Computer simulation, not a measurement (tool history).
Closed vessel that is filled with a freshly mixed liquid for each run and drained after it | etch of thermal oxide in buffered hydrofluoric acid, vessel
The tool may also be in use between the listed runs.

run,hour,temperature setpoint of the liquid (C),parts of 40 % ammonium fluoride to one part of 49 % hydrofluoric acid (parts by volume),time in the liquid (s),thickness taken off the thermal oxide on a monitor wafer (nm)
1,0.0,21.0,14.0,95,63.961
2,5.0,20.5,14.5,95,60.124
3,12.3,20.0,15.0,95,56.432
4,19.1,20.0,15.0,105,62.392
5,22.5,20.0,15.0,95,56.402
6,26.9,18.5,15.0,95,51.795
7,31.7,17.5,16.0,95,46.249

The next listed run, before its measurement:
8,37.3,17.0,16.5,95,?

thickness taken off the thermal oxide on a monitor wafer (nm): 43.239
